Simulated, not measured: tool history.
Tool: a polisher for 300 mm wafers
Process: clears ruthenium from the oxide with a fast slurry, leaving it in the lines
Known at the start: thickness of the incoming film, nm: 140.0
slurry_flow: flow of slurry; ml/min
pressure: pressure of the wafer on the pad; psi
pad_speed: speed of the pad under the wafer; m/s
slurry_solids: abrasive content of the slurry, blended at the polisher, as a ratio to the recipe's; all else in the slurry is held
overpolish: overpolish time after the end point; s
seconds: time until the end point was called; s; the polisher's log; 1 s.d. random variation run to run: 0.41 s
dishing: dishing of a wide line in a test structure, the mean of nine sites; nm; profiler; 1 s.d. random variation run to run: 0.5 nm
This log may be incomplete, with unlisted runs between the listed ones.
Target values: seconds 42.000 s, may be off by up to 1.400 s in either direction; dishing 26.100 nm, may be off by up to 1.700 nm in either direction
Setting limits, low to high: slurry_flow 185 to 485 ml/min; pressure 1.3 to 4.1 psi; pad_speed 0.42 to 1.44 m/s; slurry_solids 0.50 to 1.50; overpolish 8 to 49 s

run 1 hour=0.0 | slurry_flow=310 pressure=2.7 pad_speed=0.92 slurry_solids=1.00 overpolish=25 | seconds=44.651 dishing=50.234
run 2 hour=6.5 | slurry_flow=310 pressure=2.7 pad_speed=0.92 slurry_solids=1.00 overpolish=22 | seconds=44.956 dishing=47.372
run 3 hour=7.3 | slurry_flow=310 pressure=3.3 pad_speed=0.92 slurry_solids=1.00 overpolish=22 | seconds=40.064 dishing=51.579
run 4 hour=13.1 | slurry_flow=310 pressure=3.1 pad_speed=0.96 slurry_solids=1.00 overpolish=20 | seconds=39.418 dishing=47.842
run 5 hour=21.8 | slurry_flow=305 pressure=3.0 pad_speed=1.00 slurry_solids=0.95 overpolish=18 | seconds=39.872 dishing=43.920
run 6 hour=28.2 | slurry_flow=255 pressure=3.0 pad_speed=1.00 slurry_solids=0.95 overpolish=18 | seconds=41.145 dishing=42.547
run 7 hour=31.0 | slurry_flow=245 pressure=3.0 pad_speed=1.04 slurry_solids=0.90 overpolish=16 | seconds=39.331 dishing=39.038
run 8 hour=33.5 | slurry_flow=235 pressure=3.0 pad_speed=1.04 slurry_solids=0.85 overpolish=15 | seconds=41.502 dishing=37.624
run 9 hour=36.8 | slurry_flow=225 pressure=3.0 pad_speed=1.08 slurry_solids=0.80 overpolish=14 | seconds=41.074 dishing=35.021
-- hour=41.6 slurry nozzle cleaned
run 10 hour=41.6 | slurry_flow=220 pressure=3.0 pad_speed=1.10 slurry_solids=0.75 overpolish=13 | seconds=41.770 dishing=33.115
run 11 hour=43.0 | slurry_flow=215 pressure=3.0 pad_speed=1.12 slurry_solids=0.70 overpolish=12 | seconds=42.685 dishing=30.010
run 12 hour=48.3 | slurry_flow=215 pressure=3.0 pad_speed=1.12 slurry_solids=0.70 overpolish=11 | seconds=42.477 dishing=29.028
run 13 hour=56.3 | slurry_flow=215 pressure=3.1 pad_speed=1.12 slurry_solids=0.70 overpolish=9 | seconds=41.363 dishing=23.729

5 candidate next runs follow, results not yet known. Just one meets every target within its allowed miss. Identify it.
run A hour=64.3 | slurry_flow=230 pressure=2.9 pad_speed=1.06 slurry_solids=0.80 overpolish=12 | seconds=? dishing=?
run B hour=64.3 | slurry_flow=190 pressure=3.7 pad_speed=1.18 slurry_solids=0.55 overpolish=10 | seconds=? dishing=?
run C hour=64.3 | slurry_flow=220 pressure=4.0 pad_speed=0.84 slurry_solids=0.80 overpolish=9 | seconds=? dishing=?
run D hour=64.3 | slurry_flow=185 pressure=3.2 pad_speed=1.08 slurry_solids=0.80 overpolish=11 | seconds=? dishing=?
run E hour=64.3 | slurry_flow=230 pressure=3.4 pad_speed=1.20 slurry_solids=0.55 overpolish=12 | seconds=? dishing=?

move=A seconds=41.950 dishing=30.014
move=B seconds=41.600 dishing=25.886
move=C seconds=42.767 dishing=23.055
move=D seconds=39.476 dishing=29.360
move=E seconds=42.561 dishing=29.652
A: pushes the last run's worst result past its target
B: all results land within tolerance of their targets
C: the biggest miss grows against the last run
D: pushes the last run's worst result past its target
E: pushes the last run's worst result past its target
Correct choice: B, which meets every target

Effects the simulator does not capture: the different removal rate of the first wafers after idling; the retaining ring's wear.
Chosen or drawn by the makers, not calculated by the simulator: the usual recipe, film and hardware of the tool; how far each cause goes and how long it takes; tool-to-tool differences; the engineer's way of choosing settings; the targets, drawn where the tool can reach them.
